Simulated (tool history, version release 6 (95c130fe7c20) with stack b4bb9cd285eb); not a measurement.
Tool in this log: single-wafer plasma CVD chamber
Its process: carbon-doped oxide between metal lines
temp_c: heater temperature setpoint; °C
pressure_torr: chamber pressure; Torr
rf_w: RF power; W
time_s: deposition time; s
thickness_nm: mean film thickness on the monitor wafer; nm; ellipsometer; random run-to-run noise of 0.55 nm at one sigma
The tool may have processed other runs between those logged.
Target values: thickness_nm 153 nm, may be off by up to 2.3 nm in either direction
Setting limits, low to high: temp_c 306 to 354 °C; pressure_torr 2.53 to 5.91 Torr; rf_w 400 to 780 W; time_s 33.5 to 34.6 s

run 1 day=0 | temp_c=330 pressure_torr=4.22 rf_w=590 time_s=33.5 | thickness_nm=181.96
run 2 day=0.121 | temp_c=330 pressure_torr=4.22 rf_w=510 time_s=33.5 | thickness_nm=163.61
run 3 day=0.379 | temp_c=340 pressure_torr=4.22 rf_w=510 time_s=33.5 | thickness_nm=157.7
run 4 day=0.662 | temp_c=332 pressure_torr=4.22 rf_w=510 time_s=33.5 | thickness_nm=160.97
-- day=0.996 capacitance manometer re-zeroed and calibrated
run 5 day=0.996 | temp_c=335 pressure_torr=4.12 rf_w=510 time_s=33.5 | thickness_nm=161.88
run 6 day=1.262 | temp_c=335 pressure_torr=4.12 rf_w=460 time_s=33.5 | thickness_nm=149.64
run 7 day=1.3 | temp_c=334 pressure_torr=4.16 rf_w=460 time_s=33.5 | thickness_nm=149.98
run 8 day=1.425 | temp_c=333 pressure_torr=4.2 rf_w=460 time_s=33.5 | thickness_nm=149.88

Of the 4 settings listed for the next run, only one would bring every result within its allowed miss of target. Which one?
run A day=1.55 | temp_c=339 pressure_torr=3.79 rf_w=470 time_s=33.5 | thickness_nm=?
run B day=1.55 | temp_c=333 pressure_torr=4.29 rf_w=470 time_s=33.5 | thickness_nm=?
run C day=1.55 | temp_c=329 pressure_torr=3.65 rf_w=430 time_s=34.6 | thickness_nm=?
run D day=1.55 | temp_c=332 pressure_torr=4.83 rf_w=440 time_s=33.5 | thickness_nm=?

move=A thickness_nm=148.25
move=B thickness_nm=153.65
move=C thickness_nm=146.17
move=D thickness_nm=147.6
A: further off than the last run
B: in spec on every target
C: further off than the last run
D: further off than the last run
The move that meets every target is B.
